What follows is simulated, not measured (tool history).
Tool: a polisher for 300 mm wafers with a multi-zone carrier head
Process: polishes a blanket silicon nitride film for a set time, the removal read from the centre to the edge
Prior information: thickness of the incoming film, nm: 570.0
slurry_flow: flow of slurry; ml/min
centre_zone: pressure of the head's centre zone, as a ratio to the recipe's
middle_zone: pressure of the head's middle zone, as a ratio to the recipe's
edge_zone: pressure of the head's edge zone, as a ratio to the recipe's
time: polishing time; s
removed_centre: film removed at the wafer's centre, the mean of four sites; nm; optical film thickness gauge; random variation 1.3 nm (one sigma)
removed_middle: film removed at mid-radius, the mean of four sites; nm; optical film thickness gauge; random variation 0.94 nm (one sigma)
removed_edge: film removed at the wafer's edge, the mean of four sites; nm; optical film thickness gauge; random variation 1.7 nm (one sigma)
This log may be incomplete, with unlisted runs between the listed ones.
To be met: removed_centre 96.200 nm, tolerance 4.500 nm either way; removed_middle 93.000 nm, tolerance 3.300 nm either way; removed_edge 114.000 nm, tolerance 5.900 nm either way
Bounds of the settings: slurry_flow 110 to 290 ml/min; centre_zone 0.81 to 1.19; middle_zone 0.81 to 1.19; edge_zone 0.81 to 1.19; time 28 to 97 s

{"run": 1, "hour": 0.0, "slurry_flow": 185, "centre_zone": 1.0, "middle_zone": 1.0, "edge_zone": 1.0, "time": 62, "removed_centre": 169.17, "removed_middle": 171.41, "removed_edge": 177.27}
{"run": 2, "hour": 8.0, "slurry_flow": 185, "centre_zone": 0.93, "middle_zone": 1.0, "edge_zone": 1.0, "time": 62, "removed_centre": 161.16, "removed_middle": 171.38, "removed_edge": 179.18}
{"run": 3, "hour": 10.7, "slurry_flow": 175, "centre_zone": 0.91, "middle_zone": 0.96, "edge_zone": 1.0, "time": 55, "removed_centre": 132.44, "removed_middle": 143.28, "removed_edge": 158.09}
{"run": 4, "hour": 17.2, "slurry_flow": 170, "centre_zone": 0.93, "middle_zone": 0.92, "edge_zone": 0.98, "time": 51, "removed_centre": 127.05, "removed_middle": 128.06, "removed_edge": 144.39}
{"run": 5, "hour": 20.7, "slurry_flow": 160, "centre_zone": 0.92, "middle_zone": 0.89, "edge_zone": 0.97, "time": 48, "removed_centre": 114.97, "removed_middle": 115.27, "removed_edge": 131.95}
{"hour": 22.7, "done": "slurry nozzle cleaned"}
{"run": 6, "hour": 22.7, "slurry_flow": 150, "centre_zone": 0.91, "middle_zone": 0.87, "edge_zone": 0.97, "time": 47, "removed_centre": 125.11, "removed_middle": 122.61, "removed_edge": 137.74}
{"run": 7, "hour": 28.1, "slurry_flow": 180, "centre_zone": 0.91, "middle_zone": 0.86, "edge_zone": 0.95, "time": 46, "removed_centre": 126.1, "removed_middle": 122.75, "removed_edge": 134.51}
{"run": 8, "hour": 31.1, "slurry_flow": 165, "centre_zone": 0.92, "middle_zone": 0.86, "edge_zone": 0.97, "time": 44, "removed_centre": 124.37, "removed_middle": 115.62, "removed_edge": 133.38}
{"run": 9, "hour": 34.0, "slurry_flow": 150, "centre_zone": 0.9, "middle_zone": 0.85, "edge_zone": 0.97, "time": 42, "removed_centre": 109.57, "removed_middle": 106.29, "removed_edge": 121.49}
{"run": 10, "hour": 42.3, "slurry_flow": 140, "centre_zone": 0.89, "middle_zone": 0.84, "edge_zone": 0.99, "time": 41, "removed_centre": 103.15, "removed_middle": 101.0, "removed_edge": 121.72}
{"run": 11, "hour": 44.3, "slurry_flow": 125, "centre_zone": 0.88, "middle_zone": 0.81, "edge_zone": 0.95, "time": 38, "removed_centre": 92.207, "removed_middle": 89.593, "removed_edge": 108.93}

Pick the move, out of 5, that brings all results within their allowed miss; only one does.
{"run": "A", "hour": 46.3, "slurry_flow": 145, "centre_zone": 0.97, "middle_zone": 0.81, "edge_zone": 0.99, "time": 34, "removed_centre": "?", "removed_middle": "?", "removed_edge": "?"}
{"run": "B", "hour": 46.3, "slurry_flow": 185, "centre_zone": 1.01, "middle_zone": 0.9, "edge_zone": 0.91, "time": 31, "removed_centre": "?", "removed_middle": "?", "removed_edge": "?"}
{"run": "C", "hour": 46.3, "slurry_flow": 145, "centre_zone": 0.82, "middle_zone": 0.86, "edge_zone": 0.96, "time": 36, "removed_centre": "?", "removed_middle": "?", "removed_edge": "?"}
{"run": "D", "hour": 46.3, "slurry_flow": 110, "centre_zone": 0.89, "middle_zone": 0.81, "edge_zone": 1.04, "time": 37, "removed_centre": "?", "removed_middle": "?", "removed_edge": "?"}
{"run": "E", "hour": 46.3, "slurry_flow": 120, "centre_zone": 0.87, "middle_zone": 0.81, "edge_zone": 0.95, "time": 40, "removed_centre": "?", "removed_middle": "?", "removed_edge": "?"}

move=A removed_centre=95.384 removed_middle=84.598 removed_edge=98.440
move=B removed_centre=95.738 removed_middle=88.308 removed_edge=90.403
move=C removed_centre=85.284 removed_middle=94.154 removed_edge=103.120
move=D removed_centre=87.293 removed_middle=85.357 removed_edge=103.270
move=E removed_centre=95.104 removed_middle=94.805 removed_edge=110.360
A: moves away from the targets compared with the last run
B: moves away from the targets compared with the last run
C: brings the last run's worst result on target, with another outside its allowed miss
D: moves away from the targets compared with the last run
E: all results land within tolerance of their targets
E meets every target.
